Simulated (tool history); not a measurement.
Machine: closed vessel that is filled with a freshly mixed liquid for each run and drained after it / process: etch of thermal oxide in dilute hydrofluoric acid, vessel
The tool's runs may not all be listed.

run	hour	temperature setpoint of the liquid (K)	parts of water to one part of 49 % hydrofluoric acid (parts by volume)	time in the liquid (s)	thickness taken off the thermal oxide on a monitor wafer (Å)
1	0	297.15	55	305	279.76
2	8.4	297.15	75	305	201.41
3	14.1	298.65	75	305	211.4
4	17.6	300.15	70	305	241.95
5	26.1	300.15	70	305	244.98
6	26.6	300.15	70	240	190.59
7	27.7	301.15	60	240	235.03
8	33.2	302.15	55	240	269.53

What will run 9 give?
9	36	302.65	55	240	?

thickness taken off the thermal oxide on a monitor wafer (Å): 274.19
